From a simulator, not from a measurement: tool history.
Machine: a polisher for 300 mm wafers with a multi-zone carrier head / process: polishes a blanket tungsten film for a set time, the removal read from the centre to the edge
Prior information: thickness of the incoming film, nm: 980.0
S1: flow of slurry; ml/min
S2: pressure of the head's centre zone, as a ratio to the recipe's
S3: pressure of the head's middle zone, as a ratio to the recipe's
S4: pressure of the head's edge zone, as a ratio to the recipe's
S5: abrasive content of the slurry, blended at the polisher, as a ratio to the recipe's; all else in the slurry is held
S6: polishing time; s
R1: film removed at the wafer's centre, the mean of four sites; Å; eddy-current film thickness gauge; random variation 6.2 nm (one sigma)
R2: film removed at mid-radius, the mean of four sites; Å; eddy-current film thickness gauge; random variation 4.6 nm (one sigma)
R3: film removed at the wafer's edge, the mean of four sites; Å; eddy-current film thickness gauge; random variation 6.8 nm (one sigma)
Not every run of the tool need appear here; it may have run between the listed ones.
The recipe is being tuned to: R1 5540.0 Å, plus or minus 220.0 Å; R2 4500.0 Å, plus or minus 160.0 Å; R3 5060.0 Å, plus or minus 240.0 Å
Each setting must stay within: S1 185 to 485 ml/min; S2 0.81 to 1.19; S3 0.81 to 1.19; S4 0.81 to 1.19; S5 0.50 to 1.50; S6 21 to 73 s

run  hour   S1    S2    S3    S4    S5  S6      R1      R2      R3
  1   0.0  310  1.00  1.00  1.00  1.00  47  3787.2  3815.2  3857.9
  2   8.6  310  1.00  0.94  1.00  1.00  47  3824.0  3629.7  3877.5
  3  10.4  310  1.06  0.94  1.00  1.00  47  4072.8  3672.7  3840.9
  4  11.8  340  1.06  0.94  1.00  1.00  47  4078.9  3690.6  3738.3
  5  20.0  325  1.07  0.93  1.02  1.10  48  4375.0  3911.0  4080.2
  6  25.4  325  1.07  0.90  1.02  1.10  48  4286.6  3830.3  4041.1
  7  32.8  315  1.09  0.88  1.03  1.15  49  4407.1  3840.6  4185.9
  8  35.1  315  1.11  0.87  1.04  1.20  50  4770.3  3954.2  4349.7
  9  36.5  310  1.12  0.88  1.06  1.25  50  4831.5  3990.2  4324.6
 10  39.3  310  1.12  0.87  1.07  1.30  51  4859.5  4069.8  4632.5
 11  42.8  315  1.13  0.88  1.08  1.35  51  4975.3  4165.9  4567.8
 12  46.5  315  1.14  0.88  1.09  1.40  52  5144.2  4242.3  4818.4

Consider the 4 candidate settings below. Which is the only one whose results all fall within their allowed miss of target?
  A  50.2  260  1.07  0.87  1.12  1.35  49   ?   ?   ?
  B  50.2  400  1.11  0.83  1.06  1.45  56   ?   ?   ?
  C  50.2  255  1.06  0.87  1.11  1.40  50   ?   ?   ?
  D  50.2  230  1.12  0.91  1.19  1.50  49   ?   ?   ?

move      R1      R2      R3
   A  4431.9  3907.6  4488.6
   B  5525.7  4562.7  5193.4
   C  4506.9  4012.6  4589.5
   D  4694.0  4054.2  4699.6
A: moves away from the targets compared with the last run
B: meets every target
C: moves away from the targets compared with the last run
D: moves away from the targets compared with the last run
Correct choice: B, which meets every target

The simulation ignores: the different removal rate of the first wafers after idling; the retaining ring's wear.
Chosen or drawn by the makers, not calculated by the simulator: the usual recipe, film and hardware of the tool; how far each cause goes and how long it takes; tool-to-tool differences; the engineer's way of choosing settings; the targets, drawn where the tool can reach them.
